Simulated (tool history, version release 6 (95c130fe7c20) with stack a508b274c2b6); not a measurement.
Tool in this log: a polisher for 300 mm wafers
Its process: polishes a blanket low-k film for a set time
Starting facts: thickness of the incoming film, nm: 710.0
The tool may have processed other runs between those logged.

| run | hour | flow of slurry (ml/min) | pressure of the wafer on the pad (kPa) | speed of the pad under the wafer (m/s) | abrasive content of the slurry | polishing time (s) | film removed (angstrom) |
|---|---|---|---|---|---|---|---|
| 1 | 0 | 235 | 12.4 | 0.96 | 1 | 19 | 81.826 |
| 2 | 5.3 | 235 | 15.2 | 0.96 | 1 | 19 | 97.144 |
| 3 | 12.5 | 235 | 13.8 | 0.96 | 1 | 19 | 90.469 |
| 4 | 18.7 | 235 | 13.8 | 0.96 | 0.9 | 19 | 87.66 |
| 5 | 26.2 | 235 | 13.8 | 0.96 | 1.05 | 19 | 92.079 |
| 6 | 30.7 | 235 | 13.8 | 0.96 | 0.95 | 19 | 87.526 |

The next listed run, before its measurement:
| 7 | 39.5 | 235 | 13.1 | 0.96 | 0.95 | 19 | ? |

Run 7 yielded film removed (angstrom) 84.445.

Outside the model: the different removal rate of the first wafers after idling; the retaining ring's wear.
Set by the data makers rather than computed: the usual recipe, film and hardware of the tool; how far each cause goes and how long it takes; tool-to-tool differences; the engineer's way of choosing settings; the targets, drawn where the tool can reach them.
